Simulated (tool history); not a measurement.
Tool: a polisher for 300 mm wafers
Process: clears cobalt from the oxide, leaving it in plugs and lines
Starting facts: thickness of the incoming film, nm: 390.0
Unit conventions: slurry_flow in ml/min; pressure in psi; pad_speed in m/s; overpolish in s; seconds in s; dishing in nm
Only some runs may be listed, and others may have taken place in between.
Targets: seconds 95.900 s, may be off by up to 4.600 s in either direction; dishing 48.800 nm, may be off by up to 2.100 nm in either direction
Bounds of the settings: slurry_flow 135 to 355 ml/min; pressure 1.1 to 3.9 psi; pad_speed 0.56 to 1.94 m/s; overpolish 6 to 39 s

run	hour	slurry_flow	pressure	pad_speed	overpolish	seconds	dishing
1	0.0	225	2.5	1.24	20	47.620	57.438
2	4.6	225	2.5	1.42	20	43.393	58.807
3	11.6	225	2.5	1.42	16	44.055	54.367
4	18.8	225	2.5	1.70	16	39.389	56.766
5	23.6	220	2.2	1.56	17	44.434	54.866
6	27.1	215	2.0	1.36	19	53.262	55.239
7	28.1	210	1.8	1.24	19	62.464	52.776
8	28.7	210	1.7	1.18	19	67.148	51.088
9	30.8	210	1.6	1.12	20	72.635	51.322
10	37.5	210	1.5	1.08	20	77.192	48.943
11	38.8	210	1.4	1.06	21	81.558	50.167
12	42.4	210	1.3	1.04	21	86.969	47.631
13	43.5	210	1.3	1.04	22	85.428	49.504
14	48.5	210	1.3	1.02	22	86.524	49.135
15	55.1	210	1.3	1.00	22	90.159	48.949

Exercise: of the 4 proposed moves below, exactly one satisfies all targets within the stated allowed misses. Which move is it?
A	61.7	135	1.4	0.88	24	?	?
B	61.7	180	1.5	0.98	22	?	?
C	61.7	195	1.5	0.94	19	?	?
D	61.7	240	1.2	1.14	24	?	?

move	seconds	dishing
A	98.904	49.102
B	84.542	50.496
C	85.469	47.172
D	87.095	51.675
A: all results land within tolerance of their targets
B: the biggest miss grows against the last run
C: the biggest miss grows against the last run
D: the biggest miss grows against the last run
Move A is the one to make.

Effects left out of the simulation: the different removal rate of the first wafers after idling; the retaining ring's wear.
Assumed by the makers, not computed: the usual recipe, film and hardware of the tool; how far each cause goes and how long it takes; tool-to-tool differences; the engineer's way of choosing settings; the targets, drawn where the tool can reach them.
